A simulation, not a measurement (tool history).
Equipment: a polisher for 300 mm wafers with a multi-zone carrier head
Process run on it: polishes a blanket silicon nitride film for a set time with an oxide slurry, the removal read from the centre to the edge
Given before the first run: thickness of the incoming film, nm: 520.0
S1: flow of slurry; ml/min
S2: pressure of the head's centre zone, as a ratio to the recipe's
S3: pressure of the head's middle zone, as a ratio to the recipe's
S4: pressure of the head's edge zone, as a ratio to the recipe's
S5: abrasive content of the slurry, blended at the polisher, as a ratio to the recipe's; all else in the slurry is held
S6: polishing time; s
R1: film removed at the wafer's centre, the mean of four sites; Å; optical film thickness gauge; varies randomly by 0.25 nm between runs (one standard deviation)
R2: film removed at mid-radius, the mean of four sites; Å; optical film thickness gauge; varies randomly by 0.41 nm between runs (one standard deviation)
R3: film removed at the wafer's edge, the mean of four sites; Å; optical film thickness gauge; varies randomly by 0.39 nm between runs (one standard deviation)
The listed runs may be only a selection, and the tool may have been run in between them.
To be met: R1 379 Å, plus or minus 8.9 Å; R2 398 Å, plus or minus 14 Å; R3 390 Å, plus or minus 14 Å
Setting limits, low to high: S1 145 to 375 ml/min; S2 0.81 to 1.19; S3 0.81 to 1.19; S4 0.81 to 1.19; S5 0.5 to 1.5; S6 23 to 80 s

run 1 day=0 | S1=240 S2=1 S3=1 S4=1 S5=1 S6=51 | R1=415.86 R2=423.7 R3=426.99
run 2 day=0.075 | S1=240 S2=1 S3=1.06 S4=1 S5=1 S6=51 | R1=415.49 R2=449.44 R3=424.3
run 3 day=0.279 | S1=225 S2=0.99 S3=1.04 S4=0.98 S5=1 S6=51 | R1=414.14 R2=441.69 R3=422.69
run 4 day=0.433 | S1=225 S2=0.99 S3=1.04 S4=0.98 S5=0.8 S6=51 | R1=356.32 R2=375.66 R3=359.38
run 5 day=0.533 | S1=240 S2=1 S3=1.04 S4=1 S5=0.8 S6=51 | R1=365.05 R2=380.24 R3=368.73
run 6 day=0.704 | S1=240 S2=1 S3=1.04 S4=1 S5=0.8 S6=44 | R1=311.24 R2=327.32 R3=318.93
run 7 day=0.8 | S1=255 S2=1.03 S3=1.06 S4=1.05 S5=0.85 S6=44 | R1=331.46 R2=353.54 R3=337.49
run 8 day=1.033 | S1=265 S2=1.05 S3=1.06 S4=1.08 S5=0.9 S6=44 | R1=354.47 R2=366.95 R3=357.23
run 9 day=1.375 | S1=275 S2=1.06 S3=1.07 S4=1.11 S5=0.9 S6=44 | R1=359.45 R2=377.47 R3=359.62
run 10 day=1.483 | S1=285 S2=1.06 S3=1.07 S4=1.13 S5=0.9 S6=44 | R1=359.46 R2=375.3 R3=376.05
run 11 day=1.554 | S1=300 S2=1.07 S3=1.08 S4=1.13 S5=0.9 S6=44 | R1=362.06 R2=379 R3=370.61
run 12 day=1.8 | S1=300 S2=1.08 S3=1.09 S4=1.15 S5=0.9 S6=44 | R1=370.07 R2=382.57 R3=374.04
run 13 day=2.121 | S1=305 S2=1.08 S3=1.1 S4=1.16 S5=0.9 S6=44 | R1=368.81 R2=386.9 R3=373.93

5 candidate next runs follow, results not yet known. Just one meets every target within its allowed miss. Identify it.
run A day=2.442 | S1=345 S2=1.05 S3=1.09 S4=1.16 S5=0.9 S6=49 | R1=? R2=? R3=?
run B day=2.442 | S1=350 S2=1.05 S3=1.18 S4=1.13 S5=1.1 S6=39 | R1=? R2=? R3=?
run C day=2.442 | S1=365 S2=1.05 S3=1.09 S4=1.14 S5=0.95 S6=44 | R1=? R2=? R3=?
run D day=2.442 | S1=265 S2=1.12 S3=1.18 S4=1.14 S5=0.85 S6=45 | R1=? R2=? R3=?
run E day=2.442 | S1=325 S2=1.06 S3=1.01 S4=1.12 S5=0.9 S6=49 | R1=? R2=? R3=?

move=A R1=410.32 R2=425.82 R3=422.65
move=B R1=367.62 R2=408.16 R3=372.75
move=C R1=383.05 R2=397.34 R3=390.41
move=D R1=372.46 R2=392.43 R3=362.55
move=E R1=410.94 R2=396.94 R3=413.81
A: takes the result that was furthest off past its target
B: moves away from the targets compared with the last run
C: every result within its allowed miss
D: moves away from the targets compared with the last run
E: takes the result that was furthest off past its target
Correct choice: C, which meets every target

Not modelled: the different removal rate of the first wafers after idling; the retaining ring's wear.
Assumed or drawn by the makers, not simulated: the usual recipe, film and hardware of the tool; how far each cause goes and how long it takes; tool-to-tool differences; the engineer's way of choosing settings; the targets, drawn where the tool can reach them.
